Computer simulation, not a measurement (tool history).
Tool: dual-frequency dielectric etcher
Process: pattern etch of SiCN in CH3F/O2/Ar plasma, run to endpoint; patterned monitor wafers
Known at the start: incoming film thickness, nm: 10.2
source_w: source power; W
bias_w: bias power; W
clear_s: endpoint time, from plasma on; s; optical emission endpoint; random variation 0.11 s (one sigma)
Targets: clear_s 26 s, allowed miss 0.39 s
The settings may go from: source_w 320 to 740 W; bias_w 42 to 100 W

{"run": 1, "hour": 0.0, "source_w": 530, "bias_w": 71, "clear_s": 23.727}
{"run": 2, "hour": 7.2, "source_w": 510, "bias_w": 71, "clear_s": 24.018}
{"run": 3, "hour": 12.2, "source_w": 510, "bias_w": 60, "clear_s": 25.086}
{"run": 4, "hour": 16.2, "source_w": 500, "bias_w": 60, "clear_s": 25.005}
{"run": 5, "hour": 22.8, "source_w": 490, "bias_w": 60, "clear_s": 25.107}
{"run": 6, "hour": 31.1, "source_w": 490, "bias_w": 72, "clear_s": 24.344}
{"run": 7, "hour": 31.9, "source_w": 470, "bias_w": 72, "clear_s": 24.639}
{"hour": 34.0, "done": "source power generator calibrated"}
{"run": 8, "hour": 34.0, "source_w": 450, "bias_w": 72, "clear_s": 25.018}
{"run": 9, "hour": 37.9, "source_w": 440, "bias_w": 72, "clear_s": 25.026}
{"run": 10, "hour": 39.3, "source_w": 430, "bias_w": 72, "clear_s": 25.318}

4 next moves are on the table. One of them brings every result within its allowed miss. Which?
{"run": "A", "hour": 40.7, "source_w": 390, "bias_w": 84, "clear_s": "?"}
{"run": "B", "hour": 40.7, "source_w": 420, "bias_w": 74, "clear_s": "?"}
{"run": "C", "hour": 40.7, "source_w": 400, "bias_w": 70, "clear_s": "?"}
{"run": "D", "hour": 40.7, "source_w": 500, "bias_w": 69, "clear_s": "?"}

move=A clear_s=24.829
move=B clear_s=25.183
move=C clear_s=25.826
move=D clear_s=24.507
A: further off than the last run
B: further off than the last run
C: meets every target
D: further off than the last run
The right move is C.
